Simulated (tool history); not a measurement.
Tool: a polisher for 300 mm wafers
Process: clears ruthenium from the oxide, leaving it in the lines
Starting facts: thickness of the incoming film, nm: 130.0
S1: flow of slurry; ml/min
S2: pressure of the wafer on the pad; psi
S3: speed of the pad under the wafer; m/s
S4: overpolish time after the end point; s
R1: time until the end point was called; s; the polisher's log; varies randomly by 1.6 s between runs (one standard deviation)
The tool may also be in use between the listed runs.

run 1 hour=0.0 | S1=175 S2=1.9 S3=0.84 S4=23 | R1=172.59
run 2 hour=8.9 | S1=175 S2=1.9 S3=0.84 S4=23 | R1=163.41
run 3 hour=13.0 | S1=175 S2=1.9 S3=1.00 S4=23 | R1=150.15
run 4 hour=18.8 | S1=175 S2=2.1 S3=1.02 S4=23 | R1=135.37
run 5 hour=23.8 | S1=175 S2=2.3 S3=1.04 S4=23 | R1=120.66
run 6 hour=28.2 | S1=175 S2=2.3 S3=1.20 S4=23 | R1=111.15

Forecast run 7:
run 7 hour=30.7 | S1=175 S2=2.4 S3=1.20 S4=23 | R1=?

{"run 7": {"R1": 107.17}}

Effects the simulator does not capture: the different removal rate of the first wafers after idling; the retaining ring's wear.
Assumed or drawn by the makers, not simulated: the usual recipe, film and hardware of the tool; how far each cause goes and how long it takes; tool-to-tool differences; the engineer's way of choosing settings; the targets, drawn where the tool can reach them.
